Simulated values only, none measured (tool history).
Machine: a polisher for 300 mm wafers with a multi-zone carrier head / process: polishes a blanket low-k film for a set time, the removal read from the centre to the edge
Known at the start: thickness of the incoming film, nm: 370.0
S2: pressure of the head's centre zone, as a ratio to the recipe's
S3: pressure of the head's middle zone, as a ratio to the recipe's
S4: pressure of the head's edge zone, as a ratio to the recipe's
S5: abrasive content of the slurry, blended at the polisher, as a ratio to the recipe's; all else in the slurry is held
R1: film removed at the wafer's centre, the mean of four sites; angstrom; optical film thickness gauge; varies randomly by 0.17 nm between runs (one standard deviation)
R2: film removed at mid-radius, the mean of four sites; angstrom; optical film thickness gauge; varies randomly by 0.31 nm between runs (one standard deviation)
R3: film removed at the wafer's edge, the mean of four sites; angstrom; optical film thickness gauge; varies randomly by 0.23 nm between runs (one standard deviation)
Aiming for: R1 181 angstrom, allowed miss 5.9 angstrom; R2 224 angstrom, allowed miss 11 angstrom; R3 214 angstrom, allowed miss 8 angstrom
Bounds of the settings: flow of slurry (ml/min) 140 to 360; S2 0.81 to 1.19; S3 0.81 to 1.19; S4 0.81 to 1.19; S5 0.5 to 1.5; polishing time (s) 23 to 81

run 1 hour=0 | flow_of_slurry_(ml/min)=230 S2=1 S3=1 S4=1 S5=1 polishing_time_(s)=52 | R1=150.29 R2=149.03 R3=151.95
run 2 hour=6.5 | flow_of_slurry_(ml/min)=230 S2=0.98 S3=1.03 S4=1.03 S5=1.1 polishing_time_(s)=52 | R1=154.44 R2=162.06 R3=160.67
run 3 hour=13.1 | flow_of_slurry_(ml/min)=230 S2=0.89 S3=1.03 S4=1.03 S5=1.1 polishing_time_(s)=52 | R1=138.85 R2=164.98 R3=158.63
run 4 hour=15.2 | flow_of_slurry_(ml/min)=230 S2=0.89 S3=1.04 S4=1.05 S5=1.2 polishing_time_(s)=53 | R1=148.82 R2=170.89 R3=172.75
run 5 hour=18.9 | flow_of_slurry_(ml/min)=250 S2=0.89 S3=1.04 S4=1.05 S5=1.2 polishing_time_(s)=53 | R1=149.02 R2=174.9 R3=175.75
run 6 hour=23.6 | flow_of_slurry_(ml/min)=215 S2=0.89 S3=1.04 S4=1.05 S5=1.2 polishing_time_(s)=53 | R1=148.82 R2=169.39 R3=171.26
run 7 hour=25.7 | flow_of_slurry_(ml/min)=230 S2=0.9 S3=1.07 S4=1.07 S5=1.25 polishing_time_(s)=53 | R1=153.59 R2=173.74 R3=175.56
run 8 hour=33.4 | flow_of_slurry_(ml/min)=245 S2=0.89 S3=1.08 S4=1.06 S5=1.3 polishing_time_(s)=54 | R1=158 R2=189.24 R3=181.02
run 9 hour=41.3 | flow_of_slurry_(ml/min)=255 S2=0.89 S3=1.09 S4=1.07 S5=1.35 polishing_time_(s)=54 | R1=160.55 R2=196.17 R3=186.66

Of the 5 settings listed for the next run, only one would bring every result within its allowed miss of target. Which one?
run A hour=49.2 | flow_of_slurry_(ml/min)=245 S2=0.82 S3=1.03 S4=0.94 S5=1.35 polishing_time_(s)=65 | R1=? R2=? R3=?
run B hour=49.2 | flow_of_slurry_(ml/min)=270 S2=0.86 S3=0.99 S4=1.15 S5=1.3 polishing_time_(s)=59 | R1=? R2=? R3=?
run C hour=49.2 | flow_of_slurry_(ml/min)=270 S2=0.88 S3=1.09 S4=1.07 S5=1.4 polishing_time_(s)=55 | R1=? R2=? R3=?
run D hour=49.2 | flow_of_slurry_(ml/min)=265 S2=0.87 S3=1.07 S4=1.12 S5=1.25 polishing_time_(s)=58 | R1=? R2=? R3=?
run E hour=49.2 | flow_of_slurry_(ml/min)=305 S2=0.83 S3=1.06 S4=1.17 S5=1.4 polishing_time_(s)=57 | R1=? R2=? R3=?

move=A R1=177.48 R2=223.18 R3=206.67
move=B R1=167.7 R2=194.83 R3=205.69
move=C R1=164.66 R2=203.05 R3=190.19
move=D R1=163.68 R2=200.86 R3=195.74
move=E R1=163.69 R2=207.95 R3=208.23
A: meets every target
B: moves toward the targets from the last run without getting all of them in spec
C: moves toward the targets from the last run without getting all of them in spec
D: moves toward the targets from the last run without getting all of them in spec
E: moves toward the targets from the last run without getting all of them in spec
Go with A: it meets all targets.
